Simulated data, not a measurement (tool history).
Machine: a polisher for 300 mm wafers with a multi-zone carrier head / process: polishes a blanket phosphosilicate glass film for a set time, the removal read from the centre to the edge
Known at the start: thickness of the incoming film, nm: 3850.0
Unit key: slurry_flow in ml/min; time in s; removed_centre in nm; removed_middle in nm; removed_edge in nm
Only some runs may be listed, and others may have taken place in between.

run,day,slurry_flow,centre_zone,middle_zone,edge_zone,slurry_solids,time,removed_centre,removed_middle,removed_edge
1,0,305,1,1,1,1,36,294.14,302.74,309.71
2,0.121,305,0.92,1,1,1,36,269.79,306.49,313.31
3,0.292,310,0.93,1.02,0.97,0.9,34,237.71,273.16,270.76
4,0.362,315,0.95,1.03,0.94,0.8,34,222.23,248.93,243.59
5,0.55,315,0.96,1.05,0.92,0.75,34,214.46,245.11,229.01
6,0.896,290,0.96,1.05,0.92,0.75,34,210.34,241.96,222.96
7,1.117,275,0.96,1.04,0.9,0.75,34,211.52,237.93,221.28
8,1.342,270,0.96,1.04,0.88,0.7,34,201.21,227.88,207.32
9,1.4,260,0.96,1.04,0.86,0.7,34,200.12,226.47,203.27
10,1.425,255,0.96,1.04,0.85,0.7,34,201.1,228.55,206.88
11,1.608,285,0.98,1.07,0.84,0.5,32,129.38,149.44,132.12
12,1.671,265,0.98,1.07,0.85,0.55,32,145.83,170.19,148.45
# day 1.983: centre zone pressure recalibrated
13,1.983,255,0.98,1.07,0.85,0.6,32,183.64,184.67,167.87
14,2.258,260,0.97,1.08,0.85,0.6,32,179.74,186.19,163.78
15,2.354,255,0.94,1.08,0.85,0.6,32,172.87,187.75,161.36
16,2.396,255,0.92,1.08,0.87,0.6,32,167.98,188.19,168.48
17,2.679,250,0.9,1.09,0.87,0.6,32,165.79,184.05,170.65
18,3.05,260,0.9,1.09,0.86,0.6,32,166.47,185.9,168.63
19,3.258,265,0.89,1.1,0.85,0.6,32,163.66,189.65,165.12
20,3.533,260,0.88,1.11,0.85,0.6,32,161.43,189.22,163.55
21,3.871,255,0.87,1.12,0.86,0.6,32,159.8,193.53,166.94
22,3.958,245,0.88,1.12,0.87,0.6,32,160.07,187.64,165.91
23,4.058,330,0.94,1.15,0.93,0.7,32,208.33,236.07,200.66

Predict the results of run 24:
24,4.229,315,0.93,1.14,0.91,0.7,32,?,?,?

{"run 24": {"removed_centre": 208.37, "removed_middle": 235.41, "removed_edge": 199.9}}
